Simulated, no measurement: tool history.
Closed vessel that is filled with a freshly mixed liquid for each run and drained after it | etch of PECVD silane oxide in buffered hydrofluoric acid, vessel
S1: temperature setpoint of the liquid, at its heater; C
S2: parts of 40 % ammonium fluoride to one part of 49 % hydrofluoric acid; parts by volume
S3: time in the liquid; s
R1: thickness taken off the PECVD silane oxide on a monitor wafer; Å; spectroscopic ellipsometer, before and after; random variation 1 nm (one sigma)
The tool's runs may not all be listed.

run  hour    S1    S2  S3      R1
  1     0    25  19.5  85  852.85
  2   3.8    25  19.5  85  848.68
  3   8.1    27  19.5  85   946.3
  4  11.2    27  19.5  95  1062.4
  5  12.7  28.5    17  95  1318.2
  6  17.3    31    17  95  1502.7
  7  24.6  31.5  15.5  95  1687.2
  8  28.6  31.5    15  95  1770.3
  9  33.3  31.5  14.5  95  1797.8

Forecast run 10:
     35.4  -- thermometer replaced
 10  35.4  31.5  14  95   ?

{"run 10": {"R1": 2077.8}}

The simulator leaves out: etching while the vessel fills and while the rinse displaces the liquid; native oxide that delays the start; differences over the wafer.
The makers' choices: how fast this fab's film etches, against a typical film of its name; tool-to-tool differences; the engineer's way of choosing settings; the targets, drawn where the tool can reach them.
